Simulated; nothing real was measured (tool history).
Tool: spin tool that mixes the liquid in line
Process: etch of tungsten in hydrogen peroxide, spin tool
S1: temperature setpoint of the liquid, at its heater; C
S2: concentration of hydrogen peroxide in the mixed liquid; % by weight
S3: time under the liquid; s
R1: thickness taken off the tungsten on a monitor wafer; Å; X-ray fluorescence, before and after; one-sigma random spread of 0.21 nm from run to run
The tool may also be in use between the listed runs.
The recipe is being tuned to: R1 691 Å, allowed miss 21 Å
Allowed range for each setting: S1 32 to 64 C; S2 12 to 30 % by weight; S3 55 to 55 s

run    day    S1    S2  S3      R1
  1      0    48  20.5  55  371.95
  2  0.108    48  20.5  55  369.53
  3  0.175  42.5  20.5  55  262.67
  4   0.45  44.5  20.5  55  297.72
  5    0.7    46  20.5  55  328.04
  6  0.975    46  23.5  55  350.58
  7  1.221  47.5  23.5  55  384.87
  8  1.512  48.5  23.5  55  409.49
  9    1.6  49.5  23.5  55  436.17
 10  1.962  50.5  23.5  55  462.52
 11  2.017  51.5  23.5  55  490.31
 12  2.071    52  23.5  55  506.55
 13  2.329  52.5  23.5  55  521.02
 14  2.512    58  23.5  55  724.08

Which one of the following 5 next-run settings gets every result inside its allowed miss? There is exactly one.
  A  2.696  60.5  20  55   ?
  B  2.696  56.5  23  55   ?
  C  2.696  58.5  23  55   ?
  D  2.696    59  23  55   ?
  E  2.696  56.5  25  55   ?

move      R1
   A  772.69
   B  656.97
   C  738.34
   D  760.04
   E  684.94
A: further off than the last run
B: pushes the last run's worst result past its target
C: further off than the last run
D: further off than the last run
E: all results in spec
So the answer is move E, the one that meets all the targets.
